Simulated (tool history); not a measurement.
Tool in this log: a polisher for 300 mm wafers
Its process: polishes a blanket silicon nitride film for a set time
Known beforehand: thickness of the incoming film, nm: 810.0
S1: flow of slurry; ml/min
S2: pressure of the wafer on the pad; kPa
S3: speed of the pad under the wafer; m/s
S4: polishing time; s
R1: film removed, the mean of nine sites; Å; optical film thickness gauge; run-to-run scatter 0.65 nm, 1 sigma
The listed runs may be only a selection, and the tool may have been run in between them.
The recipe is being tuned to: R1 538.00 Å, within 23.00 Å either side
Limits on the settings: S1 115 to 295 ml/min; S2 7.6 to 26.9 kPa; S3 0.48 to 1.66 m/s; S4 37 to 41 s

run  hour   S1    S2    S3  S4      R1
  1   0.0  190  17.2  1.06  41  439.10
  2   1.4  190  17.2  0.88  41  398.77
  3   2.3  190  18.6  0.88  41  414.84
  4   3.5  190  20.0  0.90  41  456.04
  5   8.1  190  20.0  1.00  41  478.52
  6  11.6  190  20.7  1.00  41  485.33
  7  15.2  190  21.4  1.00  41  501.32
  8  17.3  190  22.1  1.00  41  505.38

5 candidate next runs follow, results not yet known. Just one meets every target within its allowed miss. Identify it.
  A  19.4  175  20.0  1.06  41   ?
  B  19.4  175  24.1  0.88  37   ?
  C  19.4  205  21.4  1.36  37   ?
  D  19.4  150  25.5  1.04  37   ?
  E  19.4  170  21.4  0.98  41   ?

move      R1
   A  477.86
   B  440.69
   C  539.87
   D  492.19
   E  474.97
A: lands further from the targets than the last run did
B: lands further from the targets than the last run did
C: every result lands within tolerance
D: lands further from the targets than the last run did
E: lands further from the targets than the last run did
Go with C: it meets all targets.
